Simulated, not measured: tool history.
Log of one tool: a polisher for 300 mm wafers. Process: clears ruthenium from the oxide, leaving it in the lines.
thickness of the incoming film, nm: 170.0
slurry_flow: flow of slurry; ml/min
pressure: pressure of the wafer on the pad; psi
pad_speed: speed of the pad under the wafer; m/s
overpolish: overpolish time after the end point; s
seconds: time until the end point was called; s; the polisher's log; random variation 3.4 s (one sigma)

run 1 hour=0 | slurry_flow=240 pressure=2 pad_speed=1.14 overpolish=45 | seconds=136.29
run 2 hour=3.6 | slurry_flow=300 pressure=2 pad_speed=1.14 overpolish=45 | seconds=135.62
run 3 hour=6.1 | slurry_flow=300 pressure=2 pad_speed=1.14 overpolish=45 | seconds=132.94
run 4 hour=12.5 | slurry_flow=300 pressure=2 pad_speed=1.32 overpolish=45 | seconds=119.76
run 5 hour=18.4 | slurry_flow=300 pressure=2.5 pad_speed=1.32 overpolish=45 | seconds=93.601
run 6 hour=27.1 | slurry_flow=300 pressure=2.5 pad_speed=1.32 overpolish=45 | seconds=95.426
run 7 hour=29.6 | slurry_flow=300 pressure=2.2 pad_speed=1.28 overpolish=45 | seconds=112.45

The next listed run, before its measurement:
run 8 hour=32.3 | slurry_flow=300 pressure=2 pad_speed=1.26 overpolish=45 | seconds=?

seconds: 120.87 s

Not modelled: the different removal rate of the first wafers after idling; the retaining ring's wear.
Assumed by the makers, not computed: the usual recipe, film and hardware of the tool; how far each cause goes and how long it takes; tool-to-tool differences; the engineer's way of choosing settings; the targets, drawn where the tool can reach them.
